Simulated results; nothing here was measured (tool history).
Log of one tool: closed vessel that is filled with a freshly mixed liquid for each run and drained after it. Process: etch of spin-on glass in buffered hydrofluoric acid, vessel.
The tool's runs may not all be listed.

| run | hour | temperature setpoint of the liquid (C) | parts of 40 % ammonium fluoride to one part of 49 % hydrofluoric acid (parts by volume) | time in the liquid (s) | thickness taken off the spin-on glass on a monitor wafer (angstrom) |
|---|---|---|---|---|---|
| 1 | 0.0 | 21.0 | 18.5 | 105 | 2491.0 |
| 2 | 4.3 | 21.0 | 15.0 | 105 | 3062.6 |
| 3 | 6.1 | 21.0 | 15.0 | 115 | 3343.6 |
| 4 | 8.8 | 21.0 | 13.0 | 115 | 3826.4 |
| 5 | 15.6 | 21.0 | 16.5 | 115 | 3030.2 |
| 6 | 22.5 | 21.0 | 14.5 | 115 | 3460.7 |
| 7 | 28.8 | 19.5 | 18.5 | 115 | 2514.4 |
|  | 36.7 | thermometer replaced |
| 8 | 36.7 | 18.5 | 21.0 | 115 | 1983.2 |
| 9 | 39.5 | 18.0 | 22.5 | 115 | 1829.4 |

Forecast run 10:
| 10 | 42.2 | 17.0 | 28.0 | 115 | ? |

Run 10 gave thickness taken off the spin-on glass on a monitor wafer (angstrom) 1487.3.
